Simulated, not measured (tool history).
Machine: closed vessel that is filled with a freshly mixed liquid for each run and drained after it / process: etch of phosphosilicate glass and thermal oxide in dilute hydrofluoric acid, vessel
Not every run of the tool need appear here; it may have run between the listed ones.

run    day  temperature setpoint of the liquid (C)  parts of water to one part of 49 % hydrofluoric acid (parts by volume)  time in the liquid (s)  thickness taken off the phosphosilicate glass on a monitor wafer (Å)  thickness taken off the thermal oxide on a monitor wafer (Å)
  1  0.000                                    21.0                                                                     100                      60                                                                1093.0                                                        24.902
  2  0.071                                    23.0                                                                     100                      60                                                                1180.4                                                        27.065
  3  0.192                                    20.5                                                                     100                      60                                                                1081.2                                                        24.452
  4  0.500                                    22.5                                                                      95                      60                                                                1236.6                                                        28.518
  5  0.783                                    19.0                                                                      95                      60                                                                1067.9                                                        24.408
  6  0.992                                    19.0                                                                      95                      75                                                                1322.4                                                        30.207
  7  1.138                                    20.0                                                                      95                      75                                                                1407.0                                                        31.546

What does the tool deliver on the next run?
  8  1.371                                    21.0                                                                      95                      75                                                                     ?                                                             ?

thickness taken off the phosphosilicate glass on a monitor wafer (Å): 1468.9
thickness taken off the thermal oxide on a monitor wafer (Å): 33.214

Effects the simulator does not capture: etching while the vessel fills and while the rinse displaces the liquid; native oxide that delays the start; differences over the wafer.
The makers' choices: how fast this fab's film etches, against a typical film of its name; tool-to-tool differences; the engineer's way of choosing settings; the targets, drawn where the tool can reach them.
